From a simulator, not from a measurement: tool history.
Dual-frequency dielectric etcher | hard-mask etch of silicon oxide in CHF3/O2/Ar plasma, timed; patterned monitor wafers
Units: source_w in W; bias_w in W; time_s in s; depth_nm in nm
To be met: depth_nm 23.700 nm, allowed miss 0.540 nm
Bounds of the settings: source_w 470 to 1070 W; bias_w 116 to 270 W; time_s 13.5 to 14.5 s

| run | hour | source_w | bias_w | time_s | depth_nm |
|---|---|---|---|---|---|
| 1 | 0.0 | 770 | 193 | 14.5 | 29.818 |
| 2 | 8.0 | 770 | 193 | 14.5 | 29.924 |
| 3 | 15.2 | 650 | 193 | 14.5 | 27.831 |
| 4 | 18.2 | 620 | 186 | 14.5 | 26.917 |
| 5 | 18.9 | 620 | 186 | 14.5 | 26.828 |
|  | 22.1 | source power generator calibrated |
| 6 | 22.1 | 620 | 201 | 14.5 | 28.099 |
| 7 | 27.9 | 620 | 201 | 14.5 | 28.222 |
| 8 | 36.2 | 480 | 163 | 13.5 | 21.349 |

5 next moves are on the table. One of them brings every result within its allowed miss. Which?
| A | 44.5 | 600 | 132 | 14.5 | ? |
| B | 44.5 | 500 | 166 | 14.5 | ? |
| C | 44.5 | 470 | 159 | 14.5 | ? |
| D | 44.5 | 500 | 140 | 13.5 | ? |
| E | 44.5 | 500 | 155 | 14.0 | ? |

| move | depth_nm |
|---|---|
| A | 22.444 |
| B | 23.521 |
| C | 22.430 |
| D | 20.014 |
| E | 21.913 |
A: nearer than the last run, and not there yet
B: meets every target
C: nearer than the last run, and not there yet
D: further off than the last run
E: nearer than the last run, and not there yet
Move B is the one to make.
